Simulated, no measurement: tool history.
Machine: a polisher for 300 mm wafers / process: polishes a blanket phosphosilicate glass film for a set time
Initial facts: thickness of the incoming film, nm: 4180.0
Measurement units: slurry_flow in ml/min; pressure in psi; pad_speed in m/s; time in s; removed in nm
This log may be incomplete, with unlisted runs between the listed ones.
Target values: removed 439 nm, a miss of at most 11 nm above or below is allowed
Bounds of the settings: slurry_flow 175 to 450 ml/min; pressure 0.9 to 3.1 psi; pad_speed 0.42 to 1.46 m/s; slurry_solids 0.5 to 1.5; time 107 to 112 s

run	hour	slurry_flow	pressure	pad_speed	slurry_solids	time	removed
1	0	290	2	0.94	1	107	528.13
2	1.6	290	2.4	0.94	1	107	607.22
3	3.1	290	2.4	0.78	1	107	557.92
4	8.2	325	2.4	0.78	1	107	561.39
5	14.6	325	2.3	0.78	1	107	539.99
6	23.6	325	2.3	0.68	1	107	512.6
7	31.8	315	2.1	0.68	1	107	480.53
8	34.5	315	2	0.68	1	107	454.52
9	43.3	310	2	0.68	1	107	460.73

5 candidate next runs follow, results not yet known. Just one meets every target within its allowed miss. Identify it.
A	52.1	350	2.2	0.64	0.95	112	?
B	52.1	275	1.9	0.66	1.1	108	?
C	52.1	240	2	0.78	1	111	?
D	52.1	245	2.5	0.54	0.95	108	?
E	52.1	240	2.1	0.78	1.1	109	?

move	removed
A	494.79
B	437.66
C	481.62
D	479.88
E	506.79
A: misses by more than the last run did
B: every result lands within tolerance
C: misses by more than the last run did
D: misses by more than the last run did
E: misses by more than the last run did
B meets every target.
